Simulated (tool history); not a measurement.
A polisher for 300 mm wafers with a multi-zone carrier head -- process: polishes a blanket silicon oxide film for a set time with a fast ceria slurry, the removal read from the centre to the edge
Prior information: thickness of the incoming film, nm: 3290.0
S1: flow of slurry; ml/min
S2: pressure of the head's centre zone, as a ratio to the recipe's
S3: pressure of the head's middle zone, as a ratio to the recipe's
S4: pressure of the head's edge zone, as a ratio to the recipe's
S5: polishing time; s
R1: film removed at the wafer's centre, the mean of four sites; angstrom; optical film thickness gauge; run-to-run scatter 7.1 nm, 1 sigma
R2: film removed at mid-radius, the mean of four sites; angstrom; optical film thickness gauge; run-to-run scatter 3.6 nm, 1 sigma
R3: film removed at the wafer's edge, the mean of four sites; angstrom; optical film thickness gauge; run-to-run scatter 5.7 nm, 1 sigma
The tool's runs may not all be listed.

Run 1, hour 0: S1 240 ml/min, S2 1, S3 1, S4 1, S5 51 s. Result: R1 7289.3 angstrom, R2 7227.7 angstrom, R3 7435.8 angstrom.
Run 2, hour 3.4: S1 240 ml/min, S2 1, S3 1, S4 0.92, S5 51 s. Result: R1 7002 angstrom, R2 7168.6 angstrom, R3 6988.7 angstrom.
Run 3, hour 10.7: S1 240 ml/min, S2 1, S3 1, S4 0.98, S5 51 s. Result: R1 7305.1 angstrom, R2 7123.1 angstrom, R3 7242.9 angstrom.
Run 4, hour 11.6: S1 240 ml/min, S2 1.01, S3 0.99, S4 0.96, S5 48 s. Result: R1 6864.5 angstrom, R2 6768.7 angstrom, R3 6646.5 angstrom.
Run 5, hour 12.3: S1 240 ml/min, S2 1.01, S3 0.99, S4 0.91, S5 48 s. Result: R1 6916.8 angstrom, R2 6729.7 angstrom, R3 6661.8 angstrom.
Run 6, hour 20.9: S1 300 ml/min, S2 1.01, S3 0.99, S4 0.91, S5 48 s. Result: R1 7158.9 angstrom, R2 6876.8 angstrom, R3 6685.6 angstrom.
Run 7, hour 23.8: S1 300 ml/min, S2 1.01, S3 0.98, S4 0.9, S5 45 s. Result: R1 6511.1 angstrom, R2 6465 angstrom, R3 6180.8 angstrom.
Run 8, hour 31.9: S1 300 ml/min, S2 1.01, S3 0.98, S4 0.9, S5 45 s. Result: R1 6695.2 angstrom, R2 6562.5 angstrom, R3 6248.5 angstrom.
At hour 34: worn pad replaced by a new one.
Run 9, hour 34: S1 300 ml/min, S2 1.01, S3 0.96, S4 0.89, S5 43 s. Result: R1 6969.9 angstrom, R2 6858.8 angstrom, R3 6833.4 angstrom.
Run 10, hour 40.3: S1 285 ml/min, S2 1.03, S3 0.98, S4 0.93, S5 41 s. Result: R1 6848 angstrom, R2 6457.4 angstrom, R3 6439.7 angstrom.
Run 11, hour 43.6: S1 285 ml/min, S2 1.03, S3 0.98, S4 0.93, S5 41 s. Result: R1 6867.4 angstrom, R2 6703.6 angstrom, R3 6409.6 angstrom.
Run 12, hour 50.4: S1 285 ml/min, S2 1.01, S3 0.97, S4 0.91, S5 39 s. Result: R1 6370.2 angstrom, R2 6206 angstrom, R3 6197.4 angstrom.
Run 13, hour 51: S1 265 ml/min, S2 1.02, S3 0.98, S4 0.9, S5 37 s. Result: R1 6026.2 angstrom, R2 5869.6 angstrom, R3 5742.9 angstrom.
Run 14, hour 58.7: S1 255 ml/min, S2 1.03, S3 0.98, S4 0.89, S5 35 s. Result: R1 5801.2 angstrom, R2 5590.7 angstrom, R3 5419.9 angstrom.
Run 15, hour 63.3: S1 245 ml/min, S2 1.04, S3 0.98, S4 0.88, S5 34 s. Result: R1 5636.7 angstrom, R2 5331.6 angstrom, R3 5162.1 angstrom.
Run 16, hour 70: S1 235 ml/min, S2 1.05, S3 0.98, S4 0.87, S5 34 s. Result: R1 5653.4 angstrom, R2 5368.9 angstrom, R3 5068.8 angstrom.

Run 17 is up next; what results do you expect?
Run 17, hour 76.4: S1 200 ml/min, S2 1.05, S3 0.88, S4 0.81, S5 29 s. Result: R1 ?, R2 ?, R3 ?.

R1: 4814.8 angstrom
R2: 4100.2 angstrom
R3: 4293.8 angstrom

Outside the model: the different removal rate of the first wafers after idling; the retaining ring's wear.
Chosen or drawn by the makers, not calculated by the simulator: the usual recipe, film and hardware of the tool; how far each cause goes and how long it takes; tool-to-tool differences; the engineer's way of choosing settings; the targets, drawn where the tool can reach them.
